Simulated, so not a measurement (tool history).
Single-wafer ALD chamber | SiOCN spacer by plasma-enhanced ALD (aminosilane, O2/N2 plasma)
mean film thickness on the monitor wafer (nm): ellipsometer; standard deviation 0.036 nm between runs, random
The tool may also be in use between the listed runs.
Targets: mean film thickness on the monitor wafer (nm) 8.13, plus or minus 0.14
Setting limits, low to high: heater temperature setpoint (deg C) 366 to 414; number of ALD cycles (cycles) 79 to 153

run	day	heater temperature setpoint (deg C)	number of ALD cycles (cycles)	mean film thickness on the monitor wafer (nm)
1	0	390	116	7.322
2	0.212	390	119	7.5254
3	0.404	390	121	7.5909
4	0.775	390	123	7.7465
5	0.933	398	123	7.77
6	1.225	393	123	7.7054
7	1.446	393	125	7.8638
8	1.688	393	126	7.9476

5 candidate next runs follow, results not yet known. Just one meets every target within its allowed miss. Identify it.
A	1.929	388	124	?
B	1.929	394	136	?
C	1.929	391	123	?
D	1.929	388	122	?
E	1.929	390	130	?

move	mean film thickness on the monitor wafer (nm)
A	7.8025
B	8.5576
C	7.7396
D	7.6767
E	8.1801
A: the biggest miss grows against the last run
B: carries the result that was furthest off beyond its target, to the other side
C: the biggest miss grows against the last run
D: the biggest miss grows against the last run
E: every result lands within tolerance
The right move is E.
